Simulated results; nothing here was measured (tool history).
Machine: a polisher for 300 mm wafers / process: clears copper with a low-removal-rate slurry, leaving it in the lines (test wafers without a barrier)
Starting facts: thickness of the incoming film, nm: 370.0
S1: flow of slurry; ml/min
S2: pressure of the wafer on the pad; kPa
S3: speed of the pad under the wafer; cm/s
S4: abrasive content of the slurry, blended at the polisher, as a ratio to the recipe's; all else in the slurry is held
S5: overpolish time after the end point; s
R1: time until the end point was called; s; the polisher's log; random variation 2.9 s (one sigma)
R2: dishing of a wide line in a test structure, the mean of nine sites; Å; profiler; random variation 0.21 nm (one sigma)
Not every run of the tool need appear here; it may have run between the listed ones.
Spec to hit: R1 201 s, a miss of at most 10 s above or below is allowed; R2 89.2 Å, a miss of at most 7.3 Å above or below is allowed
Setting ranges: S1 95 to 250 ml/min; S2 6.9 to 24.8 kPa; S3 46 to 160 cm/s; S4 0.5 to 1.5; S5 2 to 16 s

run,hour,S1,S2,S3,S4,S5,R1,R2
1,0,160,15.9,102,1,8,154.31,153.61
2,4.2,160,15.9,102,1,5,152.49,96.322
3,5.7,160,15.9,102,1,3,155.24,56.768
4,12.2,160,15.9,102,0.8,3,169.71,56.475
5,13.2,160,15.9,128,0.8,3,131.9,64.257
6,15.7,160,14.5,124,0.85,4,147.12,81.59
7,19.7,160,13.1,124,0.85,4,158.4,79.469
8,23.2,160,11.7,124,0.85,4,175.72,66.348
# hour 30.3: slurry nozzle cleaned
9,30.3,160,11,124,0.85,5,165.63,90.186
10,38.4,160,9.7,124,0.85,5,180.12,81.978
11,42.6,150,7.6,122,0.85,7,238.09,88.992
12,47,160,7.6,122,0.85,7,225.84,94.083
13,50.9,170,7.6,122,0.85,7,231.2,93.843
14,53.2,170,8.3,122,0.85,7,215.33,100.98

Exercise: of the 5 proposed moves below, exactly one satisfies all targets within the stated allowed misses. Which move is it?
A,55.5,110,9.7,122,0.6,8,?,?
B,55.5,170,9,114,0.95,6,?,?
C,55.5,125,8.3,112,0.9,9,?,?
D,55.5,175,6.9,122,0.95,8,?,?
E,55.5,195,8.3,148,0.8,7,?,?

move,R1,R2
A,232,99.684
B,202.91,86.014
C,238.78,108.17
D,234.28,98.239
E,174.42,114.75
A: misses by more than the last run did
B: hits every target within its allowed miss
C: misses by more than the last run did
D: misses by more than the last run did
E: misses by more than the last run did
Answer: B
